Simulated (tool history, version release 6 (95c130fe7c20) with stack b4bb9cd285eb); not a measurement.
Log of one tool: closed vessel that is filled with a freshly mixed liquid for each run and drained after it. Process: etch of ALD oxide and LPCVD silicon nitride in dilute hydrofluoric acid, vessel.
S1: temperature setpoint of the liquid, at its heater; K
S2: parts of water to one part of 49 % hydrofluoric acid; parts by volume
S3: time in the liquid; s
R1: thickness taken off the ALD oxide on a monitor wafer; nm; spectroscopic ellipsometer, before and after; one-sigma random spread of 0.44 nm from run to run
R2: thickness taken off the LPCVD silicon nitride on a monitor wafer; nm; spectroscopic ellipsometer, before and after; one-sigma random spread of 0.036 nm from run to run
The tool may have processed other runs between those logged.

run	day	S1	S2	S3	R1	R2
1	0.000	294.15	70	175	55.544	1.07280
2	0.350	294.15	75	175	52.751	0.96995
3	0.646	290.65	75	175	45.728	0.78232
4	0.950	291.65	75	175	46.972	0.79519
5	1.250	290.15	75	175	44.004	0.72904
6	1.388	290.15	75	130	32.808	0.54750

Forecast run 7:
7	1.700	291.65	75	130	?	?

Run 7 yielded R1 35.242 nm, R2 0.61729 nm.
